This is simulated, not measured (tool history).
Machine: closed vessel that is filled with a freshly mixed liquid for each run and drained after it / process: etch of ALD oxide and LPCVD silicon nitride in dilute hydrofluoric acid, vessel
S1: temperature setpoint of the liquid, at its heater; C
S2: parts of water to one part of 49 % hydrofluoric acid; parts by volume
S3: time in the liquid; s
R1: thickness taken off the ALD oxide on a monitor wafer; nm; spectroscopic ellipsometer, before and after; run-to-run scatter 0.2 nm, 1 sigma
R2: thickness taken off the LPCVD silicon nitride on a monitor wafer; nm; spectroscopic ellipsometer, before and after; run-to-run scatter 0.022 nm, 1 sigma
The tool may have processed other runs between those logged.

run    day    S1   S2   S3      R1       R2
  1  0.000  20.0  205  440  46.923  0.90678
  2  0.033  22.5  205  440  51.721  0.99274
  3  0.238  22.0  210  440  49.628  1.03410
  4  0.450  22.0  210  310  34.948  0.68808
  5  0.525  22.0  210  435  48.336  0.94808
  6  0.817  21.5  215  435  46.447  0.96669
  7  1.100  21.0  220  430  43.467  0.93773
  8  1.350  21.0  220  420  43.138  0.84834

Run 9 comes next. What will it give?
  9  1.721  20.5  225  420   ?   ?

{"run 9": {"R1": 40.824, "R2": 0.7519}}
